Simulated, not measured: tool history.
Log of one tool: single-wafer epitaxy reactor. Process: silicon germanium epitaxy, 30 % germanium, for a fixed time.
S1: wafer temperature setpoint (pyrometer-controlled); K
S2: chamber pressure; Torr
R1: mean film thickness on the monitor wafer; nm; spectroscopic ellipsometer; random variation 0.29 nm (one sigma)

Run 1, hour 0.0: S1 878.15 K, S2 14.4 Torr. Result: R1 59.043 nm.
Run 2, hour 2.7: S1 883.15 K, S2 14.4 Torr. Result: R1 65.228 nm.
Run 3, hour 3.8: S1 887.15 K, S2 14.4 Torr. Result: R1 70.572 nm.
Run 4, hour 8.6: S1 883.15 K, S2 14.4 Torr. Result: R1 65.315 nm.
Run 5, hour 16.9: S1 883.15 K, S2 16.2 Torr. Result: R1 70.000 nm.
Run 6, hour 25.2: S1 883.15 K, S2 15.1 Torr. Result: R1 67.158 nm.
Run 7, hour 26.4: S1 895.15 K, S2 15.2 Torr. Result: R1 85.207 nm.

Forecast run 8:
Run 8, hour 28.6: S1 896.15 K, S2 15.2 Torr. Result: R1 ?.

{"run 8": {"R1": 86.953}}
